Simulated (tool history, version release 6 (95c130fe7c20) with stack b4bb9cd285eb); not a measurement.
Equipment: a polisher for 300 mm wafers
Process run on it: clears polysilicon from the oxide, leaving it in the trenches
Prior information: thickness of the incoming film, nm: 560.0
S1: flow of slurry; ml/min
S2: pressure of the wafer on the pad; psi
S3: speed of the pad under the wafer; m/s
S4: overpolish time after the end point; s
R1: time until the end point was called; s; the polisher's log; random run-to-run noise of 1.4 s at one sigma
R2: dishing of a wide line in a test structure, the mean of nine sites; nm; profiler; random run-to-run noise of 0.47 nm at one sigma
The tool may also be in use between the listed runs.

run	hour	S1	S2	S3	S4	R1	R2
1	0	220	2.5	0.86	12	68.147	52.661
2	1.8	220	2.5	0.86	8	69.326	42.057
3	5.6	220	2.5	0.86	12	70.504	52.534
4	11.8	220	2.5	0.86	15	68.255	56.887
5	14.5	220	2.2	0.86	13	75.036	52.06
6	23.2	220	2.6	0.86	13	67.467	55.948
7	24.8	220	2.2	0.86	13	75.856	51.798
8	27.2	220	2	0.86	12	81.704	47.718

Predict the results of run 9:
9	34.2	220	1.4	0.86	9	?	?

R1: 108.95 s
R2: 33.698 nm
